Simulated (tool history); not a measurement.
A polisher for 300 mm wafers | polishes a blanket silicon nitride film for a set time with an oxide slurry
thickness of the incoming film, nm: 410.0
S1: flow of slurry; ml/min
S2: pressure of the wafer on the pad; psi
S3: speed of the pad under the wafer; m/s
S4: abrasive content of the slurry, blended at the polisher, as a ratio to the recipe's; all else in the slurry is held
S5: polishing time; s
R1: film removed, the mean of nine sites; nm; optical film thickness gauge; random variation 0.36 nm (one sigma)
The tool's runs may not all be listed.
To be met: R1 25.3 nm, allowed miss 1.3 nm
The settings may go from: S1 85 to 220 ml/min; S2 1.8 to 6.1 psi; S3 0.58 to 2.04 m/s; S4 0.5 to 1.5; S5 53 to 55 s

Run 1, day 0: S1 140 ml/min, S2 3.9 psi, S3 1.3 m/s, S4 1, S5 53 s. Result: R1 42.38 nm.
Run 2, day 0.362: S1 140 ml/min, S2 3.5 psi, S3 1.3 m/s, S4 1, S5 53 s. Result: R1 38.129 nm.
Run 3, day 0.7: S1 140 ml/min, S2 3.5 psi, S3 1.1 m/s, S4 1, S5 53 s. Result: R1 34.191 nm.
Run 4, day 0.917: S1 140 ml/min, S2 3.2 psi, S3 1.08 m/s, S4 1, S5 53 s. Result: R1 30.847 nm.
Run 5, day 1.071: S1 110 ml/min, S2 3.2 psi, S3 1.08 m/s, S4 1, S5 53 s. Result: R1 29.557 nm.
Run 6, day 1.279: S1 110 ml/min, S2 3.1 psi, S3 1.08 m/s, S4 1, S5 53 s. Result: R1 28.883 nm.
Run 7, day 1.554: S1 110 ml/min, S2 3 psi, S3 1.08 m/s, S4 1, S5 53 s. Result: R1 27.887 nm.
Run 8, day 1.596: S1 110 ml/min, S2 2.9 psi, S3 1.08 m/s, S4 1, S5 53 s. Result: R1 27.277 nm.
Run 9, day 1.938: S1 110 ml/min, S2 2.9 psi, S3 1.08 m/s, S4 1, S5 53 s. Result: R1 27.57 nm.
Run 10, day 2.042: S1 110 ml/min, S2 2.8 psi, S3 1.08 m/s, S4 1, S5 53 s. Result: R1 26.974 nm.

Which of these 5 next moves meets every target?
Run A, day 2.146: S1 90 ml/min, S2 2.9 psi, S3 1.04 m/s, S4 1, S5 53 s. Result: R1 ?.
Run B, day 2.146: S1 90 ml/min, S2 3.3 psi, S3 1.2 m/s, S4 0.8, S5 55 s. Result: R1 ?.
Run C, day 2.146: S1 120 ml/min, S2 3.1 psi, S3 1.08 m/s, S4 1.05, S5 55 s. Result: R1 ?.
Run D, day 2.146: S1 115 ml/min, S2 3 psi, S3 1.18 m/s, S4 1, S5 53 s. Result: R1 ?.
Run E, day 2.146: S1 95 ml/min, S2 3.7 psi, S3 0.86 m/s, S4 1, S5 55 s. Result: R1 ?.

move      R1
   A  25.765
   B  29.613
   C  31.184
   D  30.468
   E  28.371
A: meets every target
B: further off than the last run
C: further off than the last run
D: further off than the last run
E: further off than the last run
The right move is A.
